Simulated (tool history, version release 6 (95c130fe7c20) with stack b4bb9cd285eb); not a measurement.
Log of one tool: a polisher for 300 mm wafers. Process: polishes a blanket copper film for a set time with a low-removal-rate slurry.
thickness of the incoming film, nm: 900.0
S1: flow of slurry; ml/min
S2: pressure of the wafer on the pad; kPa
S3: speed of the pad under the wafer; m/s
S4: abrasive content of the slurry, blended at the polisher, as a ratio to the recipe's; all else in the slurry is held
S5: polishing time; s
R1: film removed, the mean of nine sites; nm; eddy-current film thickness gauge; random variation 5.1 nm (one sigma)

run	hour	S1	S2	S3	S4	S5	R1
1	0	190	23.4	1.18	1	55	178.1
2	8.9	190	23.4	1.18	1.1	55	181.33
3	11.7	190	23.4	0.98	1.1	55	152.44
4	13.1	190	26.2	1.06	1.1	55	179.86
5	15	190	28.3	1.14	1.1	55	206.21
6	18.8	190	28.3	0.92	1.1	55	169.38
7	24.3	200	35.2	1.26	1.15	55	287.51

Run 8 comes next. What will it give?
# hour 31.4: slurry blender recalibrated
8	31.4	200	35.2	1.3	1.15	55	?

Run 8 gave R1 316.24 nm.
